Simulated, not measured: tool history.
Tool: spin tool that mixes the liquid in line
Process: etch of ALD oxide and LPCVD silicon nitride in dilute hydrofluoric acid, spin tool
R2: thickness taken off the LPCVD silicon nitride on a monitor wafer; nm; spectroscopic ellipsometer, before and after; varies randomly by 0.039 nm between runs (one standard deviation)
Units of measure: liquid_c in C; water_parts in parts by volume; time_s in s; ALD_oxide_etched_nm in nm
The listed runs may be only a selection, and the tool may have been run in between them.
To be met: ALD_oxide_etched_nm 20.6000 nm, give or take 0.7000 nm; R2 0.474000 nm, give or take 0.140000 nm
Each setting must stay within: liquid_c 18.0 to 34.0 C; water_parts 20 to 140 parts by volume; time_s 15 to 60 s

Run 1, hour 0.0: liquid_c 26.0 C, water_parts 75 parts by volume, time_s 30 s. Result: ALD_oxide_etched_nm 9.5740 nm, R2 0.217240 nm.
Run 2, hour 5.3: liquid_c 27.5 C, water_parts 65 parts by volume, time_s 30 s. Result: ALD_oxide_etched_nm 11.7030 nm, R2 0.304980 nm.
Run 3, hour 11.1: liquid_c 27.5 C, water_parts 90 parts by volume, time_s 30 s. Result: ALD_oxide_etched_nm 8.2283 nm, R2 0.239360 nm.
Run 4, hour 12.9: liquid_c 27.5 C, water_parts 115 parts by volume, time_s 30 s. Result: ALD_oxide_etched_nm 6.1557 nm, R2 0.176620 nm.
Run 5, hour 21.1: liquid_c 27.5 C, water_parts 115 parts by volume, time_s 15 s. Result: ALD_oxide_etched_nm 3.0968 nm, R2 0.070265 nm.
Run 6, hour 29.1: liquid_c 27.5 C, water_parts 95 parts by volume, time_s 15 s. Result: ALD_oxide_etched_nm 3.8139 nm, R2 0.103280 nm.
Run 7, hour 32.7: liquid_c 27.5 C, water_parts 65 parts by volume, time_s 30 s. Result: ALD_oxide_etched_nm 11.6450 nm, R2 0.296930 nm.
Run 8, hour 39.2: liquid_c 31.5 C, water_parts 35 parts by volume, time_s 30 s. Result: ALD_oxide_etched_nm 26.2830 nm, R2 0.855080 nm.
Run 9, hour 45.2: liquid_c 30.5 C, water_parts 35 parts by volume, time_s 30 s. Result: ALD_oxide_etched_nm 25.3960 nm, R2 0.546670 nm.
Run 10, hour 47.5: liquid_c 30.0 C, water_parts 40 parts by volume, time_s 30 s. Result: ALD_oxide_etched_nm 21.9020 nm, R2 0.650160 nm.
Run 11, hour 50.2: liquid_c 29.5 C, water_parts 40 parts by volume, time_s 30 s. Result: ALD_oxide_etched_nm 21.5370 nm, R2 0.599350 nm.

4 next moves are on the table. One of them brings every result within its allowed miss. Which?
Run A, hour 52.9: liquid_c 23.0 C, water_parts 30 parts by volume, time_s 30 s. Result: ALD_oxide_etched_nm ?, R2 ?.
Run B, hour 52.9: liquid_c 27.5 C, water_parts 20 parts by volume, time_s 15 s. Result: ALD_oxide_etched_nm ?, R2 ?.
Run C, hour 52.9: liquid_c 26.5 C, water_parts 45 parts by volume, time_s 35 s. Result: ALD_oxide_etched_nm ?, R2 ?.
Run D, hour 52.9: liquid_c 23.5 C, water_parts 35 parts by volume, time_s 35 s. Result: ALD_oxide_etched_nm ?, R2 ?.

move  ALD_oxide_etched_nm        R2
   A              22.4420  0.520230
   B              20.5900  0.520850
   C              19.7630  0.518070
   D              22.7680  0.540990
A: moves away from the targets compared with the last run
B: every result lands within tolerance
C: pushes the last run's worst result past its target
D: moves away from the targets compared with the last run
The right move is B.

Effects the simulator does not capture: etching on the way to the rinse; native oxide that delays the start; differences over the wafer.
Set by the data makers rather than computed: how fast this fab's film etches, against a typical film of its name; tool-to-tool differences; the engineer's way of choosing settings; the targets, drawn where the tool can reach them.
